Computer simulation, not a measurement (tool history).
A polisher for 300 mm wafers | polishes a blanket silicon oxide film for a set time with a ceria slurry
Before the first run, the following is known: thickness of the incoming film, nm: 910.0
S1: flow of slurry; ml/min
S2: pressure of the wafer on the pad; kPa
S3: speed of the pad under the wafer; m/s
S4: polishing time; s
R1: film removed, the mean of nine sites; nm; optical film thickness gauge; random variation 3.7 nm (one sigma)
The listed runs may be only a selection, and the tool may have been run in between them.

run  hour   S1    S2    S3  S4      R1
  1     0  145  20.7   1.4  68  394.23
  2   5.7  145  25.5   1.4  68  497.47
  3   7.6  145  25.5  1.58  68  519.84
  4  11.1  165  25.5  1.58  68  536.33
  5    14  165  22.1  1.56  68  461.42
  6    19  165    20  1.54  68  417.06

For run 7, what comes out?
  7    25  165  18.6  1.52  68   ?

Run 7 measured R1 382 nm.

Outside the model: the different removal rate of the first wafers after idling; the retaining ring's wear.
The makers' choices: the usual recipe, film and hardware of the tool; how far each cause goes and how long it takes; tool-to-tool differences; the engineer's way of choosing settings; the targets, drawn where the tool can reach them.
